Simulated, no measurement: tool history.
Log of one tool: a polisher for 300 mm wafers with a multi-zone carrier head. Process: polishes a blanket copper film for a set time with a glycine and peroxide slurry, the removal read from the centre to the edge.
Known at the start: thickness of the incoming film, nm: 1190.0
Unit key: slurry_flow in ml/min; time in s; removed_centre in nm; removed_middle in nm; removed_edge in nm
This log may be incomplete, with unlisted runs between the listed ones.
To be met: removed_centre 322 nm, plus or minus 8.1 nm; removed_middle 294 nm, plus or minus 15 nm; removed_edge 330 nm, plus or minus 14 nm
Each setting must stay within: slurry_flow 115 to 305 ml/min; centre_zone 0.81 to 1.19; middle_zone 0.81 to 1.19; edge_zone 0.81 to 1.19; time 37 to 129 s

run 1 hour=0 | slurry_flow=195 centre_zone=1 middle_zone=1 edge_zone=1 time=83 | removed_centre=393.07 removed_middle=408.52 removed_edge=411.01
run 2 hour=5.3 | slurry_flow=185 centre_zone=0.99 middle_zone=0.95 edge_zone=0.97 time=79 | removed_centre=365.08 removed_middle=356.51 removed_edge=387.1
run 3 hour=10.2 | slurry_flow=185 centre_zone=0.99 middle_zone=0.95 edge_zone=0.97 time=72 | removed_centre=330.08 removed_middle=338.47 removed_edge=353.34
run 4 hour=18.1 | slurry_flow=185 centre_zone=0.99 middle_zone=0.89 edge_zone=0.97 time=72 | removed_centre=331.77 removed_middle=315.63 removed_edge=353.94
run 5 hour=20.7 | slurry_flow=170 centre_zone=0.99 middle_zone=0.89 edge_zone=0.97 time=72 | removed_centre=326.18 removed_middle=312.95 removed_edge=349.75
run 6 hour=27.1 | slurry_flow=170 centre_zone=0.99 middle_zone=0.89 edge_zone=0.97 time=90 | removed_centre=407.06 removed_middle=379.03 removed_edge=434.02
run 7 hour=33.9 | slurry_flow=170 centre_zone=0.99 middle_zone=0.88 edge_zone=0.94 time=85 | removed_centre=385.01 removed_middle=366.47 removed_edge=407.19
run 8 hour=35.6 | slurry_flow=170 centre_zone=1 middle_zone=0.87 edge_zone=0.93 time=80 | removed_centre=365.32 removed_middle=344.37 removed_edge=379.28
run 9 hour=38 | slurry_flow=165 centre_zone=1 middle_zone=0.85 edge_zone=0.92 time=77 | removed_centre=346.78 removed_middle=320.25 removed_edge=368.57
run 10 hour=41.5 | slurry_flow=165 centre_zone=1.01 middle_zone=0.85 edge_zone=0.91 time=75 | removed_centre=346.06 removed_middle=310.65 removed_edge=356.5
run 11 hour=50.4 | slurry_flow=135 centre_zone=0.98 middle_zone=0.84 edge_zone=0.83 time=72 | removed_centre=301.78 removed_middle=282.15 removed_edge=309.88
run 12 hour=54.1 | slurry_flow=145 centre_zone=0.98 middle_zone=0.84 edge_zone=0.84 time=72 | removed_centre=310.56 removed_middle=294.48 removed_edge=318.53

Next run, 5 choices. One meets every target within its allowed miss, the rest don't. Which?
run A hour=57.8 | slurry_flow=165 centre_zone=1.02 middle_zone=0.87 edge_zone=0.96 time=69 | removed_centre=? removed_middle=? removed_edge=?
run B hour=57.8 | slurry_flow=135 centre_zone=1.01 middle_zone=0.94 edge_zone=0.81 time=68 | removed_centre=? removed_middle=? removed_edge=?
run C hour=57.8 | slurry_flow=130 centre_zone=0.93 middle_zone=0.82 edge_zone=0.96 time=77 | removed_centre=? removed_middle=? removed_edge=?
run D hour=57.8 | slurry_flow=125 centre_zone=1.03 middle_zone=0.81 edge_zone=1.04 time=69 | removed_centre=? removed_middle=? removed_edge=?
run E hour=57.8 | slurry_flow=145 centre_zone=1.05 middle_zone=0.81 edge_zone=0.83 time=66 | removed_centre=? removed_middle=? removed_edge=?

move=A removed_centre=323.81 removed_middle=290.37 removed_edge=331.79
move=B removed_centre=300.57 removed_middle=291.8 removed_edge=295.07
move=C removed_centre=310.38 removed_middle=292.35 removed_edge=356.34
move=D removed_centre=303.46 removed_middle=256.46 removed_edge=328.31
move=E removed_centre=308.69 removed_middle=254.79 removed_edge=293.23
A: every result within its allowed miss
B: lands further from the targets than the last run did
C: lands further from the targets than the last run did
D: lands further from the targets than the last run did
E: lands further from the targets than the last run did
Answer: A
